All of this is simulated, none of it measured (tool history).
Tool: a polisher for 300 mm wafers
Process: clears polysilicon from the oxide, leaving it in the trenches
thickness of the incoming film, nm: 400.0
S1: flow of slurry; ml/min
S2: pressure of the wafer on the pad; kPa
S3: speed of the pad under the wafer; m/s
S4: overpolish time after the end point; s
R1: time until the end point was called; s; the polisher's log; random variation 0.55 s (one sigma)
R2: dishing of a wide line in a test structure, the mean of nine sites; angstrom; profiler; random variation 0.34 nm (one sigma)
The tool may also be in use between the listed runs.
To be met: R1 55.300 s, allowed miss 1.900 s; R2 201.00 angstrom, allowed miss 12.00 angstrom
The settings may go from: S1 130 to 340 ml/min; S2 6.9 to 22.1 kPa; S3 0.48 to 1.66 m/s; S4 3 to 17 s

run	day	S1	S2	S3	S4	R1	R2
1	0.000	220	14.5	1.06	9	43.011	293.09
2	0.079	220	13.8	1.06	8	44.900	276.32
3	0.262	220	12.4	1.10	7	48.617	276.85
4	0.567	220	12.4	1.10	11	48.933	301.48
5	0.767	220	12.4	1.10	13	48.423	298.83
6	1.129	270	12.4	1.10	13	47.696	301.68
7	1.296	285	12.4	1.06	11	48.835	305.14
8	1.488	250	12.4	1.06	9	48.915	283.51
9	1.833	225	12.4	1.04	8	51.212	274.06
10	1.917	205	13.1	1.00	7	49.557	280.38
11	1.946	235	11.7	1.08	6	51.077	255.96
12	2.154	260	11.0	1.14	5	52.483	231.87
13	2.529	270	11.0	1.14	5	52.354	228.42
14	2.575	330	9.7	1.14	3	58.019	162.49

5 next moves are on the table. One of them brings every result within its allowed miss. Which?
A	2.621	330	9.0	1.36	4	?	?
B	2.621	290	9.7	1.02	4	?	?
C	2.621	330	11.0	1.02	5	?	?
D	2.621	320	11.7	0.86	5	?	?
E	2.621	230	10.3	1.04	5	?	?

move	R1	R2
A	56.500	202.43
B	63.705	188.62
C	55.440	229.87
D	57.785	225.27
E	60.326	220.44
A: meets every target
B: further off than the last run
C: takes the result that was furthest off past its target
D: takes the result that was furthest off past its target
E: takes the result that was furthest off past its target
Answer: A

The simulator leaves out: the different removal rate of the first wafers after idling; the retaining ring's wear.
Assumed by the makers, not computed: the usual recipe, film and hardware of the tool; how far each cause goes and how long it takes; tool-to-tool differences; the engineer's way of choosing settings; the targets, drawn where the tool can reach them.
